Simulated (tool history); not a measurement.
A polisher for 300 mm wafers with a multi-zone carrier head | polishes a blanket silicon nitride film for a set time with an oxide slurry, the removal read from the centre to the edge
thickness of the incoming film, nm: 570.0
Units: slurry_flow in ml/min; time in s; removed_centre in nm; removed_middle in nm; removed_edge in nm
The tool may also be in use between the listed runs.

| run | hour | slurry_flow | centre_zone | middle_zone | edge_zone | slurry_solids | time | removed_centre | removed_middle | removed_edge |
|---|---|---|---|---|---|---|---|---|---|---|
| 1 | 0 | 215 | 1 | 1 | 1 | 1 | 90 | 50.38 | 51.801 | 54.226 |
| 2 | 3.5 | 230 | 1.06 | 1.02 | 1.04 | 1.15 | 91 | 59.624 | 58.48 | 60.955 |
| 3 | 5.3 | 230 | 1.06 | 1.02 | 1.04 | 1.15 | 77 | 52.065 | 50.105 | 51.385 |
| 4 | 7.2 | 230 | 1.06 | 1.02 | 1.04 | 1.15 | 58 | 38.445 | 37.503 | 39.177 |
| 5 | 7.9 | 230 | 1.06 | 1.02 | 1.08 | 1.15 | 58 | 37.866 | 37.112 | 40.034 |
| 6 | 16.8 | 230 | 1.13 | 1.02 | 1.08 | 1.15 | 58 | 40.987 | 37.022 | 39.839 |
| 7 | 21.5 | 245 | 1.15 | 1.04 | 1.11 | 1.25 | 69 | 51.987 | 47.89 | 50.57 |
| 8 | 27.2 | 245 | 1.15 | 1.04 | 1.11 | 1.25 | 69 | 51.927 | 47.888 | 50.003 |

The next listed run, before its measurement:
| 9 | 29 | 260 | 1.16 | 1.03 | 1.12 | 1.35 | 76 | ? | ? | ? |

{"run 9": {"removed_centre": 59.943, "removed_middle": 53.574, "removed_edge": 58.658}}

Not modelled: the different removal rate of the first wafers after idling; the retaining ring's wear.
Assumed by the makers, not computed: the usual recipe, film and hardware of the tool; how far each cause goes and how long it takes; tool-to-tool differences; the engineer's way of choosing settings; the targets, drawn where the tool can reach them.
